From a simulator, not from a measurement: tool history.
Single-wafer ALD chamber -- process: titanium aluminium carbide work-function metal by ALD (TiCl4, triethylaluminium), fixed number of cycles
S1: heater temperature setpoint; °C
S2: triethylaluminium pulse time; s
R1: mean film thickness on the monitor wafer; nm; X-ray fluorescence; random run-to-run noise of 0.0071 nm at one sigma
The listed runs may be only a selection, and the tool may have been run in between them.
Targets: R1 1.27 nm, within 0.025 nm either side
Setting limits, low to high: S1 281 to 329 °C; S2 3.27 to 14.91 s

run    day   S1     S2       R1
  1      0  305   9.09   2.1201
  2  0.221  313   9.09    2.225
  3  0.492  313  10.69   2.2788
  4  0.633  322  10.69   2.3477
  5  0.683  322  13.27   2.4027
  6      1  327  13.27   2.4566
  7  1.308  312   10.1   2.2602
  8  1.396  302   7.93   2.0535
  9  1.488  295   6.45    1.804
 10  1.842  291   5.44   1.5869
 11  2.154  288   4.75    1.382
 12  2.454  286   4.73   1.3525
 13  2.529  281   3.27  0.63611
 14  2.875  287   3.28  0.67011
 15  3.179  287   3.28  0.66137
 16  3.221  299   6.19   1.7918
 17   3.45  294   6.16    1.783
 18  3.796  298   6.16   1.7993
 19  4.138  293   6.05   1.7467
 20  4.392  297   6.04   1.7519
 21  4.517  285   3.27   0.6525
 22  4.546  297    3.3  0.71548
 23  4.683  293   3.83   1.0009
 24  4.842  301   3.86   1.0679
 25  4.979  307   3.89    1.103

4 next moves are on the table. One of them brings every result within its allowed miss. Which?
  A  5.117  310   4.3   ?
  B  5.117  301  4.37   ?
  C  5.117  303  4.27   ?
  D  5.117  290  4.62   ?

move      R1
   A  1.3313
   B  1.3109
   C  1.2786
   D  1.3433
A: takes the biggest miss from the last run beyond its target
B: takes the biggest miss from the last run beyond its target
C: all results land within tolerance of their targets
D: takes the biggest miss from the last run beyond its target
Move C is the one to make.

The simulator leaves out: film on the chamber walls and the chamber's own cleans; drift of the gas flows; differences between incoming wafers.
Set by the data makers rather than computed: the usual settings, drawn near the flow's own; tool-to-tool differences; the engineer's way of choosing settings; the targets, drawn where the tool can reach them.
